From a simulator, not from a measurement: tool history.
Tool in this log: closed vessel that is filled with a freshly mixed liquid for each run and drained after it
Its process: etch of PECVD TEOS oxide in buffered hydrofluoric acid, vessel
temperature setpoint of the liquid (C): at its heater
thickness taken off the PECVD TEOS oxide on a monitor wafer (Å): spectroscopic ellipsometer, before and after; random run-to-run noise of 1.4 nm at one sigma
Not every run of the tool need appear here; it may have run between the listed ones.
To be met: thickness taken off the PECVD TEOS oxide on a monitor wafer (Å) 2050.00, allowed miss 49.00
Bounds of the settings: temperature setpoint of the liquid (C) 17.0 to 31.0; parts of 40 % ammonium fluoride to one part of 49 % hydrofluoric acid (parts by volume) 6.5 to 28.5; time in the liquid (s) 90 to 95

run  hour  temperature setpoint of the liquid (C)  parts of 40 % ammonium fluoride to one part of 49 % hydrofluoric acid (parts by volume)  time in the liquid (s)  thickness taken off the PECVD TEOS oxide on a monitor wafer (Å)
  1   0.0                                    23.0                                                                                     17.5                      90                                                          1054.70
  2   6.7                                    23.0                                                                                     13.0                      90                                                          1403.30
  3   8.2                                    23.0                                                                                     15.5                      90                                                          1190.20
  4  16.0                                    23.0                                                                                     18.5                      90                                                           988.53
  5  17.9                                    23.0                                                                                     18.5                      95                                                          1062.20
  6  25.4                                    23.0                                                                                     23.0                      95                                                           887.24
  7  27.1                                    25.5                                                                                     20.5                      95                                                          1100.60
  8  33.8                                    27.0                                                                                     18.5                      95                                                          1302.30
  9  35.9                                    28.0                                                                                     17.0                      95                                                          1498.30
 10  44.4                                    29.0                                                                                     16.0                      95                                                          1666.60
 11  49.3                                    29.5                                                                                     15.5                      95                                                          1769.60
 12  54.0                                    30.0                                                                                     15.0                      95                                                          1889.10
 13  58.0                                    30.5                                                                                     15.0                      95                                                          1931.20

4 candidate next runs follow, results not yet known. Just one meets every target within its allowed miss. Identify it.
  A  62.0                                    29.5                                                                                     12.5                      90                                                                ?
  B  62.0                                    30.0                                                                                     15.0                      95                                                                ?
  C  62.0                                    28.5                                                                                     12.0                      95                                                                ?
  D  62.0                                    29.5                                                                                     12.0                      90                                                                ?

move  thickness taken off the PECVD TEOS oxide on a monitor wafer (Å)
   A                                                          2062.40
   B                                                          1869.80
   C                                                          2148.90
   D                                                          2146.30
A: every result lands within tolerance
B: lands further from the targets than the last run did
C: carries the result that was furthest off beyond its target, to the other side
D: carries the result that was furthest off beyond its target, to the other side
The move that meets every target is A.
